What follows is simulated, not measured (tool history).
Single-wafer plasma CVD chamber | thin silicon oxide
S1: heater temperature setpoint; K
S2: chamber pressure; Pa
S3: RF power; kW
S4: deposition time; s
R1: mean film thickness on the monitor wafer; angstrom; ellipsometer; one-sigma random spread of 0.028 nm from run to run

| run | hour | S1 | S2 | S3 | S4 | R1 |
|---|---|---|---|---|---|---|
| 1 | 0 | 668.15 | 105.2 | 0.245 | 9.08 | 132.93 |
| 2 | 5.1 | 668.15 | 100.7 | 0.245 | 9.08 | 127.99 |
| 3 | 8.6 | 668.15 | 96.5 | 0.245 | 9.08 | 122.55 |
| 4 | 17.1 | 668.15 | 96.5 | 0.245 | 9.37 | 126.28 |
| 5 | 18.1 | 673.15 | 96.5 | 0.245 | 9.37 | 125.79 |
| 6 | 23.8 | 673.15 | 114.3 | 0.245 | 9.37 | 148.15 |
| 7 | 28.1 | 674.15 | 108.5 | 0.245 | 9.37 | 140.32 |
|  | 31.3 | RF generator calibrated |
| 8 | 31.3 | 675.15 | 103.5 | 0.245 | 9.37 | 140.05 |

For run 9, what comes out?
| 9 | 40 | 671.15 | 100.3 | 0.245 | 9.37 | ? |

Run 9 measured R1 136.7 angstrom.
